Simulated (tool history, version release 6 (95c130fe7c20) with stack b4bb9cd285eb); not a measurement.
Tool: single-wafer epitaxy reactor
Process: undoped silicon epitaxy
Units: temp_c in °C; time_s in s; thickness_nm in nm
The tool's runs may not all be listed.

Run 1, hour 0.0: temp_c 630 °C, time_s 294 s. Result: thickness_nm 29.453 nm.
Run 2, hour 4.9: temp_c 630 °C, time_s 268 s. Result: thickness_nm 26.991 nm.
Run 3, hour 8.7: temp_c 634 °C, time_s 268 s. Result: thickness_nm 29.266 nm.
Run 4, hour 12.9: temp_c 642 °C, time_s 268 s. Result: thickness_nm 34.198 nm.
Run 5, hour 15.4: temp_c 642 °C, time_s 228 s. Result: thickness_nm 29.092 nm.
Run 6, hour 23.6: temp_c 642 °C, time_s 211 s. Result: thickness_nm 27.107 nm.
Run 7, hour 28.2: temp_c 639 °C, time_s 211 s. Result: thickness_nm 25.206 nm.

The next listed run, before its measurement:
Run 8, hour 32.1: temp_c 627 °C, time_s 210 s. Result: thickness_nm ?.

thickness_nm: 19.979 nm

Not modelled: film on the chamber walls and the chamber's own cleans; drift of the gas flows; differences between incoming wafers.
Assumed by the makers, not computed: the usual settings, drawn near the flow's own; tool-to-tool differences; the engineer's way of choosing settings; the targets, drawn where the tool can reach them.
